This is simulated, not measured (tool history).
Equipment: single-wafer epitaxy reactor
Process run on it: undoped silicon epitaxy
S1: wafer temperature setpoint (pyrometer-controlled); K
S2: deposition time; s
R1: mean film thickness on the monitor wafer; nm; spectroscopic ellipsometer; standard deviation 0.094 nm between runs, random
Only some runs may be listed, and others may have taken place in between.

run	hour	S1	S2	R1
1	0.0	928.15	335	61.631
2	3.0	920.15	335	50.337
3	4.4	917.15	335	46.870
4	5.7	917.15	359	50.446
5	9.8	915.15	355	47.284
6	10.3	923.15	355	57.808
7	18.8	920.15	352	53.093

Expected results for the next run?
8	23.3	917.15	349	?

R1: 48.856 nm
